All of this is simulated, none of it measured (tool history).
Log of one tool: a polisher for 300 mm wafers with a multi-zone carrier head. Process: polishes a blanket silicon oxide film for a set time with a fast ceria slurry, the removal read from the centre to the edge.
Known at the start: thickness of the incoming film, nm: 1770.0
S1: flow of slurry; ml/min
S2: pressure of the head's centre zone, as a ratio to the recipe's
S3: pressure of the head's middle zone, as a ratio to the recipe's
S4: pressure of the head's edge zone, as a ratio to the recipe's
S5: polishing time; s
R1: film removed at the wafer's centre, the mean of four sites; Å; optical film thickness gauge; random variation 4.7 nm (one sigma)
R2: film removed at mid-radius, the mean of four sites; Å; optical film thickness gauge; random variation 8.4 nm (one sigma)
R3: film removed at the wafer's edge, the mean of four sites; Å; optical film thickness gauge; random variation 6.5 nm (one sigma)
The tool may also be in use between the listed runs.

run 1 hour=0 | S1=275 S2=1 S3=1 S4=1 S5=41 | R1=5262.9 R2=5287.5 R3=5464.1
run 2 hour=8.8 | S1=275 S2=1 S3=1 S4=1 S5=49 | R1=6396.7 R2=6276.2 R3=6494
run 3 hour=11.8 | S1=275 S2=1 S3=1 S4=1 S5=58 | R1=7545.9 R2=7390.5 R3=7542.1
run 4 hour=15.9 | S1=265 S2=0.97 S3=1 S4=0.96 S5=57 | R1=7188.5 R2=7315.6 R3=7355.5
run 5 hour=21.1 | S1=290 S2=0.97 S3=1 S4=0.96 S5=57 | R1=7191 R2=7621.1 R3=7351.7
run 6 hour=25.6 | S1=290 S2=0.97 S3=1 S4=1.03 S5=57 | R1=7246.3 R2=7541.5 R3=7562.5

Run 7 comes next. What will it give?
run 7 hour=29.2 | S1=280 S2=0.96 S3=1 S4=0.98 S5=56 | R1=? R2=? R3=?

R1: 7060 Å
R2: 7362.4 Å
R3: 7307.1 Å
